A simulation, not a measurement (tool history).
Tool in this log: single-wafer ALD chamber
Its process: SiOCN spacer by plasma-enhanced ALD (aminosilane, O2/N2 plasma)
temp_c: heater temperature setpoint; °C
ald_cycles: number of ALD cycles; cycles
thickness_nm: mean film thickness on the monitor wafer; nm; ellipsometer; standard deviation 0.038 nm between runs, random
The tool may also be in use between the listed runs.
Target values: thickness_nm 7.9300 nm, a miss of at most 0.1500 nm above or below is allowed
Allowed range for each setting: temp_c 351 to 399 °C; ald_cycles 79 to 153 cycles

run	day	temp_c	ald_cycles	thickness_nm
1	0.000	375	116	6.9347
2	0.283	382	116	6.9210
3	0.521	382	122	7.2713
4	0.833	382	126	7.5092
# day 1.208: thermocouple changed; heater temperature recalibrated
5	1.208	382	140	8.3267
6	1.296	373	140	8.3503
7	1.646	373	138	8.2103
8	1.767	373	136	8.1784

Which one of the following 5 next-run settings gets every result inside its allowed miss? There is exactly one.
A	1.888	375	126	?
B	1.888	389	126	?
C	1.888	377	140	?
D	1.888	382	125	?
E	1.888	372	133	?

move	thickness_nm
A	7.4813
B	7.4813
C	8.3125
D	7.4219
E	7.8969
A: pushes the last run's worst result past its target
B: pushes the last run's worst result past its target
C: lands further from the targets than the last run did
D: pushes the last run's worst result past its target
E: every result lands within tolerance
Correct choice: E, which meets every target

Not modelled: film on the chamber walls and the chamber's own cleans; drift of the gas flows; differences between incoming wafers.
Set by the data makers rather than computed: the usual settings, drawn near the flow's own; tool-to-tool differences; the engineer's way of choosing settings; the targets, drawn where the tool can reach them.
